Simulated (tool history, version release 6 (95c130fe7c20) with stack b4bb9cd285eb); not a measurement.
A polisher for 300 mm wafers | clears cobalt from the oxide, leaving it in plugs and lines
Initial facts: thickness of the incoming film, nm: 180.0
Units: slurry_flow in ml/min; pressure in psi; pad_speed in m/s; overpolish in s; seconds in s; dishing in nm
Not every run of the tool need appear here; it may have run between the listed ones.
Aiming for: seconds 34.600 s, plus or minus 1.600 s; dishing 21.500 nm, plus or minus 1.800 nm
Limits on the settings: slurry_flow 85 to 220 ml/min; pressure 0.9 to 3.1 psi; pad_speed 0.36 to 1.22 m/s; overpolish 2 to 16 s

run  hour  slurry_flow  pressure  pad_speed  overpolish  seconds  dishing
  1   0.0          140       2.0       0.78           8   41.948   23.046
  2   7.0          140       2.0       0.78          11   40.692   28.717
  3   8.8          140       2.0       0.68          11   47.781   26.007
  4  16.9          140       2.0       0.68           9   46.863   22.631
  5  21.0          145       2.2       0.68           8   43.847   22.754
  6  29.7          145       2.3       0.68           7   41.772   21.307
  7  35.6          145       2.4       0.68           7   39.728   21.287
  8  39.2          145       2.5       0.68           7   38.765   21.944
  9  44.0          150       2.6       0.68           7   37.500   23.484

Pick the move, out of 5, that brings all results within their allowed miss; only one does.
  A  48.8          155       2.5       0.74           8        ?        ?
  B  48.8          165       2.7       0.76           8        ?        ?
  C  48.8          120       2.5       0.66           7        ?        ?
  D  48.8          150       3.0       0.62           8        ?        ?
  E  48.8          155       2.7       0.70           6        ?        ?

move  seconds  dishing
   A   34.937   26.589
   B   31.329   28.556
   C   40.415   21.804
   D   34.826   26.644
   E   34.197   22.001
A: the worst result of the last run now meets its target, but another is out of spec
B: takes the biggest miss from the last run beyond its target
C: lands further from the targets than the last run did
D: the worst result of the last run now meets its target, but another is out of spec
E: in spec on every target
Correct choice: E, which meets every target
